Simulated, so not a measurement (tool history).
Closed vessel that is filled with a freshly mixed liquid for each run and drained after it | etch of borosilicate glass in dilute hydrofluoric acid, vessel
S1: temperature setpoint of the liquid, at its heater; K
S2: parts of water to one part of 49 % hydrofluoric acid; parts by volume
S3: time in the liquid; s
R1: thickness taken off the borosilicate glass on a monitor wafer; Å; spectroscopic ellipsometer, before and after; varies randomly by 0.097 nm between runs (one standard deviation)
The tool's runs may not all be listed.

| run | hour | S1 | S2 | S3 | R1 |
|---|---|---|---|---|---|
| 1 | 0 | 298.15 | 125 | 40 | 75.347 |
| 2 | 9.1 | 299.65 | 120 | 40 | 82.268 |
| 3 | 10.7 | 297.65 | 120 | 40 | 78.015 |
| 4 | 14.8 | 299.15 | 115 | 40 | 84.388 |
| 5 | 20.2 | 300.65 | 110 | 40 | 94.589 |
| 6 | 21.4 | 300.65 | 70 | 40 | 157.58 |
| 7 | 25.3 | 299.15 | 70 | 40 | 150.17 |

What will run 8 give?
| 8 | 33.3 | 298.15 | 70 | 40 | ? |

Run 8 gave R1 143.31 Å.
